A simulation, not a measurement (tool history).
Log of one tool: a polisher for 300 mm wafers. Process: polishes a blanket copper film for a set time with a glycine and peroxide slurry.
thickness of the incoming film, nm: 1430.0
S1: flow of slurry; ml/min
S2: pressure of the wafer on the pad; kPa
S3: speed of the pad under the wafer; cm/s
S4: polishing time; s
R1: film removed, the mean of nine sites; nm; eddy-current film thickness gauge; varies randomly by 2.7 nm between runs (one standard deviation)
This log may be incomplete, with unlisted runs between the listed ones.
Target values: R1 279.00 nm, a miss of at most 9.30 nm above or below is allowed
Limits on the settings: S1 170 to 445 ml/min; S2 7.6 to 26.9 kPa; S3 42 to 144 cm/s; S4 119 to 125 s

Run 1, hour 0.0: S1 285 ml/min, S2 17.2 kPa, S3 92 cm/s, S4 119 s. Result: R1 412.11 nm.
Run 2, hour 3.3: S1 285 ml/min, S2 17.2 kPa, S3 92 cm/s, S4 119 s. Result: R1 410.49 nm.
Run 3, hour 11.9: S1 310 ml/min, S2 17.2 kPa, S3 92 cm/s, S4 119 s. Result: R1 415.32 nm.
Run 4, hour 20.2: S1 310 ml/min, S2 13.1 kPa, S3 92 cm/s, S4 119 s. Result: R1 343.38 nm.
Run 5, hour 24.9: S1 310 ml/min, S2 12.4 kPa, S3 92 cm/s, S4 119 s. Result: R1 330.76 nm.
Run 6, hour 26.5: S1 310 ml/min, S2 11.7 kPa, S3 92 cm/s, S4 119 s. Result: R1 325.19 nm.
Run 7, hour 32.9: S1 305 ml/min, S2 7.6 kPa, S3 90 cm/s, S4 119 s. Result: R1 244.58 nm.
Run 8, hour 34.4: S1 315 ml/min, S2 7.6 kPa, S3 90 cm/s, S4 119 s. Result: R1 244.90 nm.
Run 9, hour 37.2: S1 320 ml/min, S2 8.3 kPa, S3 90 cm/s, S4 119 s. Result: R1 256.50 nm.

Below are 5 possible settings for the next run. Only one of them brings all results inside the allowed miss of their targets. Which is it?
Run A, hour 40.0: S1 440 ml/min, S2 11.7 kPa, S3 70 cm/s, S4 125 s. Result: R1 ?.
Run B, hour 40.0: S1 355 ml/min, S2 8.3 kPa, S3 108 cm/s, S4 124 s. Result: R1 ?.
Run C, hour 40.0: S1 300 ml/min, S2 9.0 kPa, S3 94 cm/s, S4 120 s. Result: R1 ?.
Run D, hour 40.0: S1 300 ml/min, S2 11.7 kPa, S3 74 cm/s, S4 125 s. Result: R1 ?.
Run E, hour 40.0: S1 345 ml/min, S2 10.3 kPa, S3 84 cm/s, S4 125 s. Result: R1 ?.

move      R1
   A  297.45
   B  298.77
   C  276.21
   D  297.07
   E  298.27
A: moves the result that the last run missed by most past its target, out the other side
B: moves the result that the last run missed by most past its target, out the other side
C: all results in spec
D: moves the result that the last run missed by most past its target, out the other side
E: moves the result that the last run missed by most past its target, out the other side
So the answer is move C, the one that meets all the targets.
